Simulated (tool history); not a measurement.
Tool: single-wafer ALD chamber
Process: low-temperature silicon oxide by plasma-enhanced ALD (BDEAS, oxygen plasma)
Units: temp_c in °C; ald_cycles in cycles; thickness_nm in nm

run  hour  temp_c  ald_cycles  thickness_nm
  1     0     115          46        6.3225
  2   6.2     113          48        6.6269
  3    14     112          49        6.7717
  4  14.5     123          49        6.5809
  5  15.9     133          49        6.4574
  6  17.9     129          50        6.6061

Run 7 comes next. What will it give?
  7  20.8     124          51             ?

Run 7 gave thickness_nm 6.8847 nm.
